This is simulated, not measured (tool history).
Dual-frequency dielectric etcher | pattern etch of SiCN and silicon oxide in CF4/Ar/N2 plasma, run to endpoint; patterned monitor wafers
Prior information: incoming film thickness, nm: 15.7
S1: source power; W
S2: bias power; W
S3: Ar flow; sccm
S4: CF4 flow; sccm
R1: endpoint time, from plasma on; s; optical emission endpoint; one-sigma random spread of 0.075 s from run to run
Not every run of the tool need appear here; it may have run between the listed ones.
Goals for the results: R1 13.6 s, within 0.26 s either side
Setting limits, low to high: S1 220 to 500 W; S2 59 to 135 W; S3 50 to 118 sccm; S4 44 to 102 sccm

run,hour,S1,S2,S3,S4,R1
1,0,360,97,84,73,18.395
2,5.4,380,97,84,73,17.594
3,9.9,430,97,84,73,16.009
4,15.6,460,97,84,73,15.334
5,22.8,460,97,72,73,15.133
6,30.3,400,97,72,73,16.718
7,36.2,410,98,72,73,16.371
8,44.4,420,99,72,73,15.963

Which single option among these 5 for the next run brings every result within its allowed miss of target? Just one does.
A,52.6,330,80,76,77,?
B,52.6,470,101,59,71,?
C,52.6,500,114,65,74,?
D,52.6,330,103,102,75,?
E,52.6,500,105,63,61,?

move,R1
A,20.865
B,14.188
C,12.983
D,19.312
E,13.624
A: further off than the last run
B: closer than the last run, but not yet in spec
C: carries the result that was furthest off beyond its target, to the other side
D: further off than the last run
E: hits every target within its allowed miss
Correct choice: E, which meets every target
